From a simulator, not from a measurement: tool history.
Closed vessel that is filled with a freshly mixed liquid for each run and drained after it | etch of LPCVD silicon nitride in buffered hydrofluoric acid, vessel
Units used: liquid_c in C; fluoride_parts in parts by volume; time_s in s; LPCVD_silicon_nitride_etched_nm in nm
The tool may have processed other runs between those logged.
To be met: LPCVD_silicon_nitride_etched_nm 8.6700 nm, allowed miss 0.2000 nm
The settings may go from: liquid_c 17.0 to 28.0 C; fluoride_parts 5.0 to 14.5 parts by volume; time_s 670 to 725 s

run	hour	liquid_c	fluoride_parts	time_s	LPCVD_silicon_nitride_etched_nm
1	0.0	20.0	9.0	670	7.3117
2	6.5	20.5	9.0	670	7.4807
3	15.0	21.0	9.0	670	7.7190
4	17.5	21.0	6.5	670	10.8570
5	18.9	21.0	6.5	725	11.6510
6	24.1	20.5	6.5	725	11.4180
7	28.0	20.0	6.5	725	11.0640
8	34.4	19.5	6.5	725	10.7960
9	43.1	19.0	6.5	725	10.4520
10	46.9	18.0	7.0	725	9.2995
11	52.2	17.5	7.0	725	9.0342

Which single option among these 5 for the next run brings every result within its allowed miss of target? Just one does.
A	57.5	17.0	7.5	715	?
B	57.5	17.0	6.5	695	?
C	57.5	18.5	7.0	705	?
D	57.5	17.5	7.0	720	?
E	57.5	19.0	7.5	695	?

move	LPCVD_silicon_nitride_etched_nm
A	8.0203
B	8.9584
C	9.2776
D	8.9529
E	8.7320
A: carries the result that was furthest off beyond its target, to the other side
B: better than the last run, though not everything is in spec
C: moves away from the targets compared with the last run
D: better than the last run, though not everything is in spec
E: every result lands within tolerance
Correct choice: E, which meets every target
